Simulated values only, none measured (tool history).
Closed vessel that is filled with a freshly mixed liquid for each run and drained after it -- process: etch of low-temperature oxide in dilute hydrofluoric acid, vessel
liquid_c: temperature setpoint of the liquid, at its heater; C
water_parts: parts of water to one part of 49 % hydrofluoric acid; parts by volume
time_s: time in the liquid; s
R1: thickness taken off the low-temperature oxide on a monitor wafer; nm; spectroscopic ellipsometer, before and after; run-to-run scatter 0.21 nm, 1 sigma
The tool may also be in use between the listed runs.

Run 1, hour 0.0: liquid_c 20.0 C, water_parts 215 parts by volume, time_s 195 s. Result: R1 14.258 nm.
Run 2, hour 4.7: liquid_c 20.0 C, water_parts 255 parts by volume, time_s 195 s. Result: R1 11.566 nm.
Run 3, hour 6.1: liquid_c 20.0 C, water_parts 255 parts by volume, time_s 205 s. Result: R1 12.264 nm.
Run 4, hour 14.3: liquid_c 21.5 C, water_parts 225 parts by volume, time_s 205 s. Result: R1 14.942 nm.
Run 5, hour 16.5: liquid_c 19.0 C, water_parts 225 parts by volume, time_s 205 s. Result: R1 13.552 nm.
Run 6, hour 18.0: liquid_c 19.0 C, water_parts 225 parts by volume, time_s 195 s. Result: R1 13.026 nm.
Run 7, hour 26.6: liquid_c 20.5 C, water_parts 195 parts by volume, time_s 195 s. Result: R1 16.193 nm.

For run 8, what comes out?
Run 8, hour 32.5: liquid_c 22.0 C, water_parts 175 parts by volume, time_s 195 s. Result: R1 ?.

Run 8 produced R1 19.660 nm.
